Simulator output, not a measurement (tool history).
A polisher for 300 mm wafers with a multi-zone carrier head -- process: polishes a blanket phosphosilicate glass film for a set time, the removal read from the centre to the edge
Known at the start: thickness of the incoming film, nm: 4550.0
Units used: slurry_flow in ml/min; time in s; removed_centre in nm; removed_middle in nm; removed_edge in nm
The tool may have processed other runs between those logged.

run,hour,slurry_flow,centre_zone,middle_zone,edge_zone,slurry_solids,time,removed_centre,removed_middle,removed_edge
1,0.0,160,1.00,1.00,1.00,1.00,64,491.15,495.87,503.63
2,6.7,155,1.00,0.97,0.97,0.85,61,426.62,407.33,424.53
3,12.0,155,1.00,0.89,0.97,0.85,61,415.67,370.41,410.92
4,19.5,155,1.00,0.94,0.97,0.85,61,436.34,399.12,421.90
5,23.1,150,0.96,0.92,0.94,0.75,61,377.02,370.25,394.32
6,28.1,145,0.96,0.90,0.91,0.70,61,360.17,343.01,363.21
7,36.3,135,0.95,0.88,0.89,0.70,61,340.96,327.93,349.99
8,41.4,130,0.95,0.86,0.87,0.70,61,340.81,316.35,352.03

Forecast run 9:
9,45.4,130,0.95,0.86,0.86,0.65,61,?,?,?

Run 9 produced removed_centre 324.18 nm, removed_middle 296.22 nm, removed_edge 329.01 nm.
